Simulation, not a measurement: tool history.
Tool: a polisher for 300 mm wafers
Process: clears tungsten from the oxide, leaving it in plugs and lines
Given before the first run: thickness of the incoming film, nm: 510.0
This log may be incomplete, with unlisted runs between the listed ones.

run	hour	flow of slurry (ml/min)	pressure of the wafer on the pad (kPa)	speed of the pad under the wafer (m/s)	abrasive content of the slurry	overpolish time after the end point (s)	time until the end point was called (s)
1	0.0	150	29.0	1.20	1.0	4	66.978
2	7.1	150	31.0	1.20	1.0	4	61.717
3	13.6	150	31.0	1.46	1.0	4	51.676
4	20.7	150	31.0	1.30	1.0	4	56.674
5	27.5	150	32.4	1.30	1.0	4	54.154
6	33.0	135	32.4	1.30	1.0	4	57.314

Run 7 has not been measured yet. What should we expect?
7	36.2	145	33.1	1.30	1.0	4	?

time until the end point was called (s): 56.063
